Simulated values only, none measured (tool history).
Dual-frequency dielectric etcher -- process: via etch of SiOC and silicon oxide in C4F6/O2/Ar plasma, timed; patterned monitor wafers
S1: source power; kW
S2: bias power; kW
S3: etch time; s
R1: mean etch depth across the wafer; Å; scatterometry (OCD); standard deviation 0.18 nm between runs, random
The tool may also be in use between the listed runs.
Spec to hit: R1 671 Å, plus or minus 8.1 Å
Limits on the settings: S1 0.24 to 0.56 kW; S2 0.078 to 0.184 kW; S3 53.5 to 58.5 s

run,day,S1,S2,S3,R1
1,0,0.4,0.131,58.5,583.04
2,0.071,0.34,0.131,58.5,538.16
3,0.225,0.34,0.131,53.5,493.57
4,0.421,0.34,0.131,58.5,536.47
5,0.45,0.34,0.131,53.5,492.67
6,0.775,0.34,0.131,53.5,491.27
7,1.092,0.37,0.132,53.5,515.25
8,1.238,0.4,0.133,53.5,532.09
9,1.342,0.42,0.137,53.5,548.95
10,1.675,0.44,0.141,53.5,567.85
11,1.979,0.46,0.143,53.5,576.24
12,2.208,0.54,0.169,54.5,651.14
13,2.488,0.54,0.17,54.5,652.35
14,2.567,0.54,0.171,54.5,654.47

4 candidate next runs follow, results not yet known. Just one meets every target within its allowed miss. Identify it.
A,2.646,0.51,0.175,57,?
B,2.646,0.55,0.174,57,?
C,2.646,0.56,0.148,58.5,?
D,2.646,0.56,0.158,57.5,?

move,R1
A,669.06
B,690.98
C,692.93
D,689.48
A: all results land within tolerance of their targets
B: takes the biggest miss from the last run beyond its target
C: takes the biggest miss from the last run beyond its target
D: takes the biggest miss from the last run beyond its target
Answer: A
